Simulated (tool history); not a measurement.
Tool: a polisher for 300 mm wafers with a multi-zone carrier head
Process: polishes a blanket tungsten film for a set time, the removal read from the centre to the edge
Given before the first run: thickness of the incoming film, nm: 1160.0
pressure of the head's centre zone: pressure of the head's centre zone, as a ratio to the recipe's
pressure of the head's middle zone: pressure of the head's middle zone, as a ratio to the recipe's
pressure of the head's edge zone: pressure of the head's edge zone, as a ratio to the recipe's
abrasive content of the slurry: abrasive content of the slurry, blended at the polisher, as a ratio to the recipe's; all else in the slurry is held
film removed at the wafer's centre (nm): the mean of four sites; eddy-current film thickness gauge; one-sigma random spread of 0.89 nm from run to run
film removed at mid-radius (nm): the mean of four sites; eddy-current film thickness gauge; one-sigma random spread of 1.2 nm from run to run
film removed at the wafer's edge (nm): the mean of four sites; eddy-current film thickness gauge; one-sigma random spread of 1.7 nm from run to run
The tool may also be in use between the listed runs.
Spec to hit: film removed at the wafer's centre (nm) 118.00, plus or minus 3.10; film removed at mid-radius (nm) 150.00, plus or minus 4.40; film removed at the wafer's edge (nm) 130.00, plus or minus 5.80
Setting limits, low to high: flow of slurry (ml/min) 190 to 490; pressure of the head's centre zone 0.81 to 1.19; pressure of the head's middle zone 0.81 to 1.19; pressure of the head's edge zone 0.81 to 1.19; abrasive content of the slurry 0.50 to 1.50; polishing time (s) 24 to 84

run,hour,flow of slurry (ml/min),pressure of the head's centre zone,pressure of the head's middle zone,pressure of the head's edge zone,abrasive content of the slurry,polishing time (s),film removed at the wafer's centre (nm),film removed at mid-radius (nm),film removed at the wafer's edge (nm)
1,0.0,315,1.00,1.00,1.00,1.00,54,204.87,208.26,204.51
2,3.3,310,0.96,1.01,0.97,0.90,51,183.47,192.73,189.45
3,6.5,310,0.96,1.01,1.03,0.90,51,180.97,191.81,193.82
4,11.9,310,0.96,1.07,1.03,0.90,51,181.95,205.06,190.36
5,14.2,310,0.94,1.08,1.01,0.80,48,165.08,188.72,174.15
6,15.4,310,0.91,1.08,1.01,0.80,48,156.84,186.02,174.35
7,20.4,310,0.90,1.09,0.98,0.75,46,149.78,178.91,163.74
8,23.9,305,0.88,1.10,0.95,0.70,45,140.36,176.00,154.88
9,24.9,300,0.87,1.09,0.93,0.65,44,133.59,167.57,149.04
10,27.6,295,0.87,1.09,0.91,0.60,43,127.97,158.16,142.92
11,30.1,290,0.87,1.09,0.89,0.60,43,126.36,159.17,141.27
12,31.1,285,0.87,1.09,0.88,0.60,43,127.07,160.17,139.83

Of the 4 settings listed for the next run, only one would bring every result within its allowed miss of target. Which one?
A,32.1,300,0.81,1.02,0.89,0.65,48,?,?,?
B,32.1,280,0.84,1.03,0.86,0.65,47,?,?,?
C,32.1,260,0.95,1.18,0.81,0.70,42,?,?,?
D,32.1,395,0.85,1.07,0.85,0.50,41,?,?,?

move,film removed at the wafer's centre (nm),film removed at mid-radius (nm),film removed at the wafer's edge (nm)
A,134.84,170.12,162.65
B,135.80,166.64,156.38
C,138.17,168.15,137.65
D,118.35,147.68,132.52
A: moves away from the targets compared with the last run
B: moves away from the targets compared with the last run
C: moves away from the targets compared with the last run
D: every result within its allowed miss
So the answer is move D, the one that meets all the targets.
